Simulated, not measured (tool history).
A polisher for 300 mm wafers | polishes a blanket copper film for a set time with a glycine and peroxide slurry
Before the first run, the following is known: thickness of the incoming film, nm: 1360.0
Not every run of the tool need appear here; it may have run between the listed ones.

run  hour  flow of slurry (ml/min)  pressure of the wafer on the pad (psi)  speed of the pad under the wafer (cm/s)  polishing time (s)  film removed (nm)
  1   0.0                      290                                     1.7                                       88                 105             325.45
  2   1.2                      290                                     1.7                                       88                 110             337.45
  3   2.5                      290                                     1.7                                       88                 105             328.20
  4   7.0                      295                                     2.0                                       88                 105             354.21
  5  12.1                      295                                     2.2                                       92                 105             384.25
  6  19.5                      295                                     2.2                                       74                 105             324.35

The next listed run, before its measurement:
  7  27.3                      295                                     2.4                                       82                 105                  ?

film removed (nm): 367.83
